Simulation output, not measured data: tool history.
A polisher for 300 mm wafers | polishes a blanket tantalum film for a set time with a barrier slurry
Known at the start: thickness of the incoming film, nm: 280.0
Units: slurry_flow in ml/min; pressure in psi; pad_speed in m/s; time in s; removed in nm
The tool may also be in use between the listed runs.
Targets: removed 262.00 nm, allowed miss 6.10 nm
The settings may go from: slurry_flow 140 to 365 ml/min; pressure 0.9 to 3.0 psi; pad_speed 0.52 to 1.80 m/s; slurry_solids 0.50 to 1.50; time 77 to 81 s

run	hour	slurry_flow	pressure	pad_speed	slurry_solids	time	removed
1	0.0	235	1.9	1.16	1.00	77	158.02
2	0.7	235	1.9	1.16	1.00	81	165.61
3	5.7	245	2.1	1.16	1.00	81	183.06
4	12.7	245	2.3	1.16	1.00	81	197.24
5	14.0	245	2.5	1.16	1.00	81	216.08
6	15.4	245	2.6	1.16	1.00	81	226.31
7	17.3	245	2.7	1.16	1.00	81	231.09
8	21.5	255	2.8	1.16	1.00	81	241.28
9	22.4	255	2.8	1.16	1.00	81	240.15
10	28.3	255	2.9	1.16	1.00	81	247.90

Which of these 4 next moves meets every target?
A	34.2	255	2.7	1.22	0.95	80	?
B	34.2	270	3.0	1.24	0.95	79	?
C	34.2	275	2.9	1.12	1.15	77	?
D	34.2	215	3.0	1.16	0.95	78	?

move	removed
A	234.20
B	260.99
C	233.73
D	234.93
A: further off than the last run
B: meets every target
C: further off than the last run
D: further off than the last run
Answer: B

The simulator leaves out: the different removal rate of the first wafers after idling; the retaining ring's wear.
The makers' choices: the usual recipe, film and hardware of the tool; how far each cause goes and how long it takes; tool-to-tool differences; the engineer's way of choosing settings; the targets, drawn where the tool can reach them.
